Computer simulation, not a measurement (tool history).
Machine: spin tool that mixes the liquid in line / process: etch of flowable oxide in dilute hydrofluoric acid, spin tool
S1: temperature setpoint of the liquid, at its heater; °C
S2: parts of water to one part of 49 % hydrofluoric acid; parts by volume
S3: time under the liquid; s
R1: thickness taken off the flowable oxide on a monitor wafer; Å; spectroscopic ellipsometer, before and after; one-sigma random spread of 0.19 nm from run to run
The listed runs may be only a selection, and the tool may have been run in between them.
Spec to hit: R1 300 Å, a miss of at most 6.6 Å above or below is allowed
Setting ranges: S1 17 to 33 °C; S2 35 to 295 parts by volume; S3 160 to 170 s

run  hour    S1   S2   S3      R1
  1     0    25  165  160  229.53
  2   5.7    25  115  160  352.87
  3   9.4    25  115  170  371.84
  4  13.6  24.5  115  170  367.96
  5  21.3    24  115  170  359.27
  6  22.4    27  115  170  403.81
  7  30.4    26  115  170  388.79
  8  37.1    25  115  170  374.08
  9  43.6  24.5  115  170  369.93
 10  44.9  24.5  115  170  367.55
 11  45.8  20.5  115  170  313.37

Below are 4 possible settings for the next run. Only one of them brings all results inside the allowed miss of their targets. Which is it?
  A  46.7    21  120  160   ?
  B  46.7  23.5  125  160   ?
  C  46.7    18  115  170   ?
  D  46.7    23  110  160   ?

move      R1
   A  286.77
   B  302.25
   C  282.83
   D  342.75
A: carries the result that was furthest off beyond its target, to the other side
B: every result lands within tolerance
C: carries the result that was furthest off beyond its target, to the other side
D: moves away from the targets compared with the last run
Answer: B
